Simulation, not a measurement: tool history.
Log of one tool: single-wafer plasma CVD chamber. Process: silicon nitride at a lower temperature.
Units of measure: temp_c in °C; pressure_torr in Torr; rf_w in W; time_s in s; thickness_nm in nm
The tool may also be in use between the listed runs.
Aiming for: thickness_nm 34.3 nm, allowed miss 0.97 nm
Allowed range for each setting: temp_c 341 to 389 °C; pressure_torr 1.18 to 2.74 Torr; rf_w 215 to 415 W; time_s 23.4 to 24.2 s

| run | hour | temp_c | pressure_torr | rf_w | time_s | thickness_nm |
|---|---|---|---|---|---|---|
| 1 | 0 | 365 | 1.96 | 315 | 23.4 | 29.806 |
| 2 | 3.2 | 365 | 2 | 320 | 23.4 | 30.399 |
| 3 | 4 | 365 | 2.04 | 325 | 23.4 | 30.766 |
| 4 | 11.3 | 365 | 2.04 | 360 | 23.4 | 32.654 |
| 5 | 17.9 | 365 | 2.04 | 335 | 23.4 | 31.133 |
|  | 19.8 | thermocouple changed; heater temperature recalibrated |
| 6 | 19.8 | 365 | 2.06 | 340 | 23.4 | 32.082 |
| 7 | 23.2 | 365 | 2.08 | 340 | 23.4 | 31.849 |
| 8 | 24.3 | 365 | 2.11 | 340 | 23.4 | 31.942 |
| 9 | 32.7 | 365 | 2.14 | 340 | 23.4 | 32.088 |

Below are 5 possible settings for the next run. Only one of them brings all results inside the allowed miss of their targets. Which is it?
| A | 41.1 | 377 | 2.32 | 325 | 23.4 | ? |
| B | 41.1 | 364 | 2.23 | 345 | 24.2 | ? |
| C | 41.1 | 365 | 2.05 | 330 | 23.9 | ? |
| D | 41.1 | 357 | 2.1 | 335 | 23.5 | ? |
| E | 41.1 | 370 | 2.07 | 355 | 23.4 | ? |

| move | thickness_nm |
|---|---|
| A | 31.792 |
| B | 33.928 |
| C | 31.889 |
| D | 31.943 |
| E | 32.668 |
A: lands further from the targets than the last run did
B: hits every target within its allowed miss
C: lands further from the targets than the last run did
D: lands further from the targets than the last run did
E: gains on the last run, yet a result remains outside its allowed miss
Correct choice: B, which meets every target
